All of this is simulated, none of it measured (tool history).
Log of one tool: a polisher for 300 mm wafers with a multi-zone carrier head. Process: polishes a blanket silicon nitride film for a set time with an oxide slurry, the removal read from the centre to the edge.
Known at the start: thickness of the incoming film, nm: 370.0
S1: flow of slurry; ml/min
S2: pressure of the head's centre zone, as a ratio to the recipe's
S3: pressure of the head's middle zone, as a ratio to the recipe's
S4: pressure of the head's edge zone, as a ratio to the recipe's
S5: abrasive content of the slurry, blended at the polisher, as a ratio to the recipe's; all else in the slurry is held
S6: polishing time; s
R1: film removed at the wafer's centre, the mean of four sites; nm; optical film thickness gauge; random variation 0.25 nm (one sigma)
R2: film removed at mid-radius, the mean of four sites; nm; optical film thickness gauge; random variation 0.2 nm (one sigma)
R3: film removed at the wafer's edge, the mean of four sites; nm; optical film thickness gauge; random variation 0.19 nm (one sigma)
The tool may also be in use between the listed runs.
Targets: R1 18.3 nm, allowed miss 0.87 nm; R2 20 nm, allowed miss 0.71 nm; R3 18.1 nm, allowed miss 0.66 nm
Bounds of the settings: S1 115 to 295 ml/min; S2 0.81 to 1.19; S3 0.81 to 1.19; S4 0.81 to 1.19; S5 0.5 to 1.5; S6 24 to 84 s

| run | hour | S1 | S2 | S3 | S4 | S5 | S6 | R1 | R2 | R3 |
|---|---|---|---|---|---|---|---|---|---|---|
| 1 | 0 | 190 | 1 | 1 | 1 | 1 | 54 | 35.474 | 35.762 | 35.014 |
| 2 | 2.1 | 185 | 0.98 | 1 | 0.97 | 0.85 | 49 | 29.666 | 29.964 | 29.316 |
| 3 | 7.8 | 185 | 0.98 | 1 | 1.02 | 0.85 | 49 | 30.124 | 30.499 | 30.252 |
| 4 | 15.9 | 185 | 0.96 | 1.01 | 0.98 | 0.75 | 45 | 25.01 | 26.547 | 26.43 |
| 5 | 23.5 | 185 | 0.92 | 1.01 | 0.98 | 0.75 | 45 | 24.017 | 26.576 | 25.778 |
| 6 | 30.2 | 185 | 0.92 | 1.01 | 0.9 | 0.75 | 45 | 24.134 | 26.649 | 25.438 |
| 7 | 37.3 | 190 | 0.97 | 1.06 | 0.85 | 0.5 | 31 | 14.738 | 15.958 | 13.905 |
| 8 | 37.9 | 200 | 0.98 | 1.07 | 0.9 | 0.55 | 31 | 15.496 | 16.942 | 15.082 |
| 9 | 40.2 | 200 | 0.98 | 1.07 | 0.9 | 0.55 | 31 | 15.366 | 16.685 | 15.086 |
| 10 | 41.1 | 200 | 0.99 | 1.08 | 0.91 | 0.6 | 31 | 16.083 | 17.419 | 15.865 |
| 11 | 49.6 | 200 | 1 | 1.1 | 0.91 | 0.65 | 31 | 16.974 | 18.615 | 16.239 |
| 12 | 54 | 200 | 1 | 1.1 | 0.93 | 0.65 | 31 | 17.023 | 18.654 | 16.599 |
| 13 | 56 | 200 | 1.01 | 1.11 | 0.95 | 0.65 | 31 | 17.157 | 18.651 | 16.476 |
| 14 | 60.2 | 200 | 1.01 | 1.11 | 0.97 | 0.65 | 31 | 17.513 | 18.763 | 16.854 |
| 15 | 64.3 | 200 | 1.01 | 1.12 | 0.99 | 0.65 | 31 | 17.526 | 18.828 | 16.902 |

Which of these 4 next moves meets every target?
| A | 68.4 | 225 | 1.17 | 1.09 | 0.95 | 0.55 | 32 | ? | ? | ? |
| B | 68.4 | 185 | 1.08 | 1.17 | 0.97 | 0.75 | 28 | ? | ? | ? |
| C | 68.4 | 245 | 1.02 | 1.14 | 1.06 | 0.65 | 32 | ? | ? | ? |
| D | 68.4 | 160 | 0.88 | 1.13 | 0.92 | 0.5 | 39 | ? | ? | ? |

| move | R1 | R2 | R3 |
|---|---|---|---|
| A | 19.427 | 17.825 | 16.295 |
| B | 17.592 | 18.643 | 16.25 |
| C | 18.469 | 20.205 | 18.55 |
| D | 16.198 | 20.554 | 18.149 |
A: further off than the last run
B: further off than the last run
C: meets every target
D: brings the result that was furthest off to its target, and leaves another outside
Move C is the one to make.

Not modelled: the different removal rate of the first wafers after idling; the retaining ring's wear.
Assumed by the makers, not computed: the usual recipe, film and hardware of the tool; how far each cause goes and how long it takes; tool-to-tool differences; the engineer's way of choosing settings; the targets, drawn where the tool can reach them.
